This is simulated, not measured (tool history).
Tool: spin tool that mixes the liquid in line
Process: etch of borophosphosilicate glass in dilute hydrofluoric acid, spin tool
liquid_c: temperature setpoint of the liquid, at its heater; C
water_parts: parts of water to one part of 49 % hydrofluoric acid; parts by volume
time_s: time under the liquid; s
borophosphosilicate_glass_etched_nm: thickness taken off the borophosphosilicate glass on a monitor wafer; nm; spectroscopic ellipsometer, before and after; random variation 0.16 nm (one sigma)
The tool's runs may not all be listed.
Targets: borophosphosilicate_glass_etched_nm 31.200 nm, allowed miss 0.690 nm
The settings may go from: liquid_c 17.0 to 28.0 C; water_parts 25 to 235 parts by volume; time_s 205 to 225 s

| run | hour | liquid_c | water_parts | time_s | borophosphosilicate_glass_etched_nm |
|---|---|---|---|---|---|
| 1 | 0.0 | 20.0 | 130 | 205 | 60.012 |
| 2 | 0.8 | 20.0 | 130 | 225 | 65.656 |
| 3 | 7.7 | 17.0 | 130 | 225 | 58.068 |
| 4 | 11.8 | 17.0 | 160 | 225 | 46.016 |
| 5 | 15.8 | 17.0 | 160 | 205 | 41.396 |
| 6 | 24.6 | 17.0 | 160 | 205 | 42.214 |
| 7 | 29.1 | 17.0 | 165 | 205 | 39.955 |
| 8 | 35.5 | 17.0 | 170 | 205 | 38.732 |
| 9 | 42.7 | 17.0 | 175 | 205 | 37.788 |

5 next moves are on the table. One of them brings every result within its allowed miss. Which?
| A | 49.9 | 17.0 | 200 | 210 | ? |
| B | 49.9 | 17.5 | 210 | 205 | ? |
| C | 49.9 | 19.5 | 185 | 220 | ? |
| D | 49.9 | 17.0 | 205 | 215 | ? |
| E | 49.9 | 17.5 | 165 | 215 | ? |

| move | borophosphosilicate_glass_etched_nm |
|---|---|
| A | 33.131 |
| B | 31.132 |
| C | 42.014 |
| D | 32.942 |
| E | 43.350 |
A: nearer than the last run, and not there yet
B: meets every target
C: further off than the last run
D: nearer than the last run, and not there yet
E: further off than the last run
Move B is the one to make.

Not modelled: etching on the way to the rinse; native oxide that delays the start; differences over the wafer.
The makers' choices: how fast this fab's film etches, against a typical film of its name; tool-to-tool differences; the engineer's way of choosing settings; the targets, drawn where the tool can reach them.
